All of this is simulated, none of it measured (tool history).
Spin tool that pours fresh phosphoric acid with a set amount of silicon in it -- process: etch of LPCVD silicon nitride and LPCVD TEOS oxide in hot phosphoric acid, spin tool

run  hour  temperature setpoint of the liquid (K)  silicon dissolved in the acid as it is poured (mg a litre)  time under the liquid (s)  thickness taken off the LPCVD silicon nitride on a monitor wafer (nm)  thickness taken off the LPCVD TEOS oxide on a monitor wafer (nm)
  1   0.0                                  436.15                                                         9.5                        165                                                                 15.820                                                           0.56525
  2   2.8                                  435.65                                                         9.0                        160                                                                 15.329                                                           0.54334
  3   5.5                                  435.65                                                         9.0                        150                                                                 14.091                                                           0.46653
  4  14.1                                  436.65                                                         9.0                        150                                                                 14.800                                                           0.55805
  5  18.1                                  436.15                                                         8.5                        145                                                                 14.254                                                           0.53146
  6  23.4                                  435.65                                                         8.0                        140                                                                 13.110                                                           0.46621
  7  26.6                                  433.15                                                         2.0                        130                                                                 11.266                                                           0.40946

Estimate the outcome of run 8 from the log above:
  8  33.4                                  432.65                                                         2.0                        130                                                                      ?                                                                 ?

{"run 8": {"thickness taken off the LPCVD silicon nitride on a monitor wafer (nm)": 11.138, "thickness taken off the LPCVD TEOS oxide on a monitor wafer (nm)": 0.39435}}
